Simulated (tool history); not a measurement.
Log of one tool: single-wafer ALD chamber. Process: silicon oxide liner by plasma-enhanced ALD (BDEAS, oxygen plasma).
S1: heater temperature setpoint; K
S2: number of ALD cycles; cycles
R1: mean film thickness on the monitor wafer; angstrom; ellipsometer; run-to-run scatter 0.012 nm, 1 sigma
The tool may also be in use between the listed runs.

run,hour,S1,S2,R1
1,0.0,588.15,56,46.380
2,8.2,588.15,60,49.846
3,10.2,588.15,52,43.144
4,11.1,582.15,52,43.431
5,18.5,582.15,57,47.796
6,22.2,583.15,56,46.911
7,28.5,583.15,56,46.741
8,30.1,583.15,55,45.865
9,38.1,583.15,54,45.237
10,39.1,584.15,53,44.273

Run 11 has not been measured yet. What should we expect?
11,39.9,584.15,52,?

R1: 43.545 angstrom
